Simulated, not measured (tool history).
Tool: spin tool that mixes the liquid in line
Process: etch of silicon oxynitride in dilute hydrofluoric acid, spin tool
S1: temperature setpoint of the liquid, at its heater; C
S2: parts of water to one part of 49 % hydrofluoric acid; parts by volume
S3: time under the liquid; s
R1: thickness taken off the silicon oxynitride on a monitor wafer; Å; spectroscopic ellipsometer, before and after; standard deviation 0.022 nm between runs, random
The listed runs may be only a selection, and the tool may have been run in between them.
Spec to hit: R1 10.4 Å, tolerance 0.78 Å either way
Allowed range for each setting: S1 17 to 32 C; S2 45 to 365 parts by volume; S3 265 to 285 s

run 1 hour=0 | S1=24 S2=205 S3=265 | R1=23.85
run 2 hour=1.2 | S1=24 S2=140 S3=265 | R1=35.7
run 3 hour=5.4 | S1=24 S2=170 S3=265 | R1=29.083
run 4 hour=11.2 | S1=24 S2=170 S3=285 | R1=31.157
run 5 hour=11.8 | S1=20.5 S2=170 S3=285 | R1=27.504
run 6 hour=13.8 | S1=23.5 S2=170 S3=285 | R1=30.771
run 7 hour=17.4 | S1=23 S2=190 S3=285 | R1=25.912
-- hour=18.4 hydrofluoric acid flow meter replaced
run 8 hour=18.4 | S1=22.5 S2=205 S3=285 | R1=21.462
run 9 hour=27.2 | S1=18.5 S2=280 S3=280 | R1=12.47
run 10 hour=34.5 | S1=18.5 S2=285 S3=280 | R1=12.084

Which one of the following 4 next-run settings gets every result inside its allowed miss? There is exactly one.
run A hour=41.8 | S1=17 S2=250 S3=285 | R1=?
run B hour=41.8 | S1=17 S2=315 S3=285 | R1=?
run C hour=41.8 | S1=17 S2=230 S3=265 | R1=?
run D hour=41.8 | S1=18 S2=255 S3=285 | R1=?

move=A R1=13.63
move=B R1=10.437
move=C R1=13.933
move=D R1=13.959
A: its largest miss is bigger than the last run's
B: each result inside its tolerance
C: its largest miss is bigger than the last run's
D: its largest miss is bigger than the last run's
The right move is B.
